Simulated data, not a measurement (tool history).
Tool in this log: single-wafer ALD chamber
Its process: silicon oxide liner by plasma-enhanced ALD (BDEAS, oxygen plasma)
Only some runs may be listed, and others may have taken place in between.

run,hour,heater temperature setpoint (deg C),number of ALD cycles (cycles),mean film thickness on the monitor wafer (angstrom)
1,0,315,79,63.814
2,5.7,326,79,62.853
3,10.2,326,72,57.595
4,14.7,325,76,60.859
5,18,325,80,64.175
6,18.9,325,87,69.928

Expected results for the next run?
7,27.6,325,89,?

Run 7 came out at mean film thickness on the monitor wafer (angstrom) 70.648.
